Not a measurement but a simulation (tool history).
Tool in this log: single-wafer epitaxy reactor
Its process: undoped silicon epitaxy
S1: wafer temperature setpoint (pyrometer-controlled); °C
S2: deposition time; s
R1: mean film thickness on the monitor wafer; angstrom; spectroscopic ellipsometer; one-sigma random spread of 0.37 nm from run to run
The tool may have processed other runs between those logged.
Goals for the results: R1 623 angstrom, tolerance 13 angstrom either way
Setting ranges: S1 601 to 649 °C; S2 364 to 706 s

| run | hour | S1 | S2 | R1 |
|---|---|---|---|---|
| 1 | 0 | 625 | 535 | 496.3 |
| 2 | 5.9 | 617 | 535 | 413.77 |
| 3 | 11 | 617 | 473 | 366.62 |
| 4 | 16.2 | 622 | 474 | 407.3 |
| 5 | 22.6 | 626 | 475 | 440.78 |
| 6 | 30.9 | 626 | 427 | 401.55 |
| 7 | 35.7 | 631 | 428 | 443.23 |
| 8 | 39.3 | 631 | 428 | 448.05 |
| 9 | 41 | 643 | 431 | 559.05 |
| 10 | 45.9 | 644 | 431 | 577.33 |

Consider the 4 candidate settings below. Which is the only one whose results all fall within their allowed miss of target?
| A | 50.8 | 641 | 426 | ? |
| B | 50.8 | 645 | 458 | ? |
| C | 50.8 | 642 | 427 | ? |
| D | 50.8 | 642 | 450 | ? |

| move | R1 |
|---|---|
| A | 540.62 |
| B | 628.53 |
| C | 552.63 |
| D | 582.39 |
A: misses by more than the last run did
B: every result lands within tolerance
C: misses by more than the last run did
D: nearer the targets than the last run, but a result is still out of spec
Go with B: it meets all targets.
